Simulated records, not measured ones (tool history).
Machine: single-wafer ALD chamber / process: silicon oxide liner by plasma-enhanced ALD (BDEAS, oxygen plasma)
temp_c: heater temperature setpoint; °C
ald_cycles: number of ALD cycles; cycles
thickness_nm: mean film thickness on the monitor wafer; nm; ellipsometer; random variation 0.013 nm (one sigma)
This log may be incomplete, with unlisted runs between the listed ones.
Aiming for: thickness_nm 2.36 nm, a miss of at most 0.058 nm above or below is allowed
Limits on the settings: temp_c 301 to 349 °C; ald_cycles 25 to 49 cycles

run 1 hour=0 | temp_c=325 ald_cycles=37 | thickness_nm=3.2033
run 2 hour=1.1 | temp_c=325 ald_cycles=35 | thickness_nm=3.0132
run 3 hour=10 | temp_c=325 ald_cycles=34 | thickness_nm=2.931
run 4 hour=18.7 | temp_c=329 ald_cycles=34 | thickness_nm=2.9148
run 5 hour=24.6 | temp_c=329 ald_cycles=37 | thickness_nm=3.1223
run 6 hour=29.9 | temp_c=329 ald_cycles=32 | thickness_nm=2.7044
run 7 hour=34.5 | temp_c=330 ald_cycles=31 | thickness_nm=2.6384
run 8 hour=41.5 | temp_c=331 ald_cycles=31 | thickness_nm=2.6515

Below are 5 possible settings for the next run. Only one of them brings all results inside the allowed miss of their targets. Which is it?
run A hour=48.5 | temp_c=324 ald_cycles=36 | thickness_nm=?
run B hour=48.5 | temp_c=336 ald_cycles=26 | thickness_nm=?
run C hour=48.5 | temp_c=337 ald_cycles=28 | thickness_nm=?
run D hour=48.5 | temp_c=331 ald_cycles=26 | thickness_nm=?
run E hour=48.5 | temp_c=341 ald_cycles=36 | thickness_nm=?

move=A thickness_nm=3.1275
move=B thickness_nm=2.2169
move=C thickness_nm=2.3836
move=D thickness_nm=2.2343
move=E thickness_nm=3.0453
A: lands further from the targets than the last run did
B: takes the result that was furthest off past its target
C: all results land within tolerance of their targets
D: takes the result that was furthest off past its target
E: lands further from the targets than the last run did
The right move is C.
